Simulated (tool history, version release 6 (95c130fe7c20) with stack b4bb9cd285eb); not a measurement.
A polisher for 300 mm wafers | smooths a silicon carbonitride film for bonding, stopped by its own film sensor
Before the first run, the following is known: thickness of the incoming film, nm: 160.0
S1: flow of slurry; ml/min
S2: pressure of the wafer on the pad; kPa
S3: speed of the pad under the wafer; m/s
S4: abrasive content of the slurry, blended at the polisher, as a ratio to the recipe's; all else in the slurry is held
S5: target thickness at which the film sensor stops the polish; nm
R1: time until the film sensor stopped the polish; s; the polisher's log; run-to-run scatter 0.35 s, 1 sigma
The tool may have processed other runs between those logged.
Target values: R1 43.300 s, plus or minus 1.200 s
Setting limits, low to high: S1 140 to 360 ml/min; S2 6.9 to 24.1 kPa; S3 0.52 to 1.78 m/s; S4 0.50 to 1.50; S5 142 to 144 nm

Run 1, hour 0.0: S1 230 ml/min, S2 15.2 kPa, S3 1.14 m/s, S4 1.00, S5 142 nm. Result: R1 54.220 s.
Run 2, hour 0.6: S1 230 ml/min, S2 15.2 kPa, S3 1.14 m/s, S4 1.00, S5 144 nm. Result: R1 47.544 s.
Run 3, hour 4.6: S1 235 ml/min, S2 15.2 kPa, S3 1.14 m/s, S4 1.00, S5 144 nm. Result: R1 47.698 s.
Run 4, hour 6.1: S1 235 ml/min, S2 12.4 kPa, S3 1.14 m/s, S4 1.00, S5 144 nm. Result: R1 58.234 s.
At hour 12.7: slurry nozzle cleaned.
Run 5, hour 12.7: S1 235 ml/min, S2 12.4 kPa, S3 0.88 m/s, S4 1.00, S5 144 nm. Result: R1 61.824 s.
Run 6, hour 20.9: S1 235 ml/min, S2 9.7 kPa, S3 0.88 m/s, S4 1.00, S5 144 nm. Result: R1 76.141 s.
Run 7, hour 29.9: S1 245 ml/min, S2 11.7 kPa, S3 0.88 m/s, S4 1.00, S5 144 nm. Result: R1 63.803 s.
Run 8, hour 33.2: S1 270 ml/min, S2 12.4 kPa, S3 0.88 m/s, S4 1.00, S5 144 nm. Result: R1 60.385 s.
Run 9, hour 37.1: S1 285 ml/min, S2 13.8 kPa, S3 0.88 m/s, S4 1.00, S5 144 nm. Result: R1 53.603 s.
Run 10, hour 37.8: S1 285 ml/min, S2 13.8 kPa, S3 0.88 m/s, S4 1.00, S5 144 nm. Result: R1 53.938 s.
Run 11, hour 39.7: S1 300 ml/min, S2 14.5 kPa, S3 0.88 m/s, S4 1.00, S5 144 nm. Result: R1 50.708 s.
Run 12, hour 40.3: S1 310 ml/min, S2 15.2 kPa, S3 0.88 m/s, S4 1.00, S5 144 nm. Result: R1 49.841 s.
Run 13, hour 49.2: S1 315 ml/min, S2 15.9 kPa, S3 0.88 m/s, S4 1.00, S5 144 nm. Result: R1 47.105 s.
Run 14, hour 55.6: S1 320 ml/min, S2 15.9 kPa, S3 0.88 m/s, S4 1.00, S5 144 nm. Result: R1 48.126 s.

Which one of the following 5 next-run settings gets every result inside its allowed miss? There is exactly one.
Run A, hour 62.0: S1 330 ml/min, S2 20.7 kPa, S3 0.70 m/s, S4 1.00, S5 144 nm. Result: R1 ?.
Run B, hour 62.0: S1 345 ml/min, S2 16.5 kPa, S3 1.00 m/s, S4 1.10, S5 142 nm. Result: R1 ?.
Run C, hour 62.0: S1 205 ml/min, S2 15.2 kPa, S3 0.94 m/s, S4 1.50, S5 143 nm. Result: R1 ?.
Run D, hour 62.0: S1 300 ml/min, S2 15.9 kPa, S3 0.92 m/s, S4 0.90, S5 143 nm. Result: R1 ?.
Run E, hour 62.0: S1 310 ml/min, S2 16.5 kPa, S3 1.02 m/s, S4 0.95, S5 144 nm. Result: R1 ?.

move      R1
   A  40.345
   B  46.043
   C  46.343
   D  51.056
   E  43.009
A: moves the result that the last run missed by most past its target, out the other side
B: better than the last run, though not everything is in spec
C: better than the last run, though not everything is in spec
D: moves away from the targets compared with the last run
E: each result inside its tolerance
The move that meets every target is E.
